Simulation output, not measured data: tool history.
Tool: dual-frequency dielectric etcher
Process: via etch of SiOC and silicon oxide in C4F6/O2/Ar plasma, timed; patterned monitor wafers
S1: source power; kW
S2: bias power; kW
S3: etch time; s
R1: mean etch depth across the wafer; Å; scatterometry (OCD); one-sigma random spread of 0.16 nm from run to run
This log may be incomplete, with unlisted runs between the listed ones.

| run | hour | S1 | S2 | S3 | R1 |
|---|---|---|---|---|---|
| 1 | 0 | 0.28 | 0.222 | 32.5 | 339.32 |
| 2 | 5.4 | 0.27 | 0.221 | 32.5 | 336.72 |
| 3 | 11.6 | 0.27 | 0.183 | 32.5 | 311.17 |
| 4 | 14.4 | 0.27 | 0.182 | 32.5 | 307.77 |
| 5 | 16.2 | 0.27 | 0.154 | 32.5 | 279.2 |
| 6 | 19.6 | 0.27 | 0.154 | 29.5 | 254.82 |
| 7 | 23.4 | 0.28 | 0.155 | 29.5 | 257.27 |
| 8 | 29.3 | 0.28 | 0.159 | 29.5 | 262.75 |
| 9 | 30.9 | 0.29 | 0.162 | 29.5 | 267.14 |
| 10 | 34.3 | 0.3 | 0.164 | 29.5 | 272.57 |
| 11 | 36 | 0.31 | 0.165 | 29.5 | 274.47 |
| 12 | 36.9 | 0.32 | 0.166 | 29.5 | 276.38 |
| 13 | 42.9 | 0.32 | 0.167 | 29.5 | 275.91 |

What will run 14 give?
| 14 | 45.5 | 0.32 | 0.167 | 29.5 | ? |

{"run 14": {"R1": 278.18}}

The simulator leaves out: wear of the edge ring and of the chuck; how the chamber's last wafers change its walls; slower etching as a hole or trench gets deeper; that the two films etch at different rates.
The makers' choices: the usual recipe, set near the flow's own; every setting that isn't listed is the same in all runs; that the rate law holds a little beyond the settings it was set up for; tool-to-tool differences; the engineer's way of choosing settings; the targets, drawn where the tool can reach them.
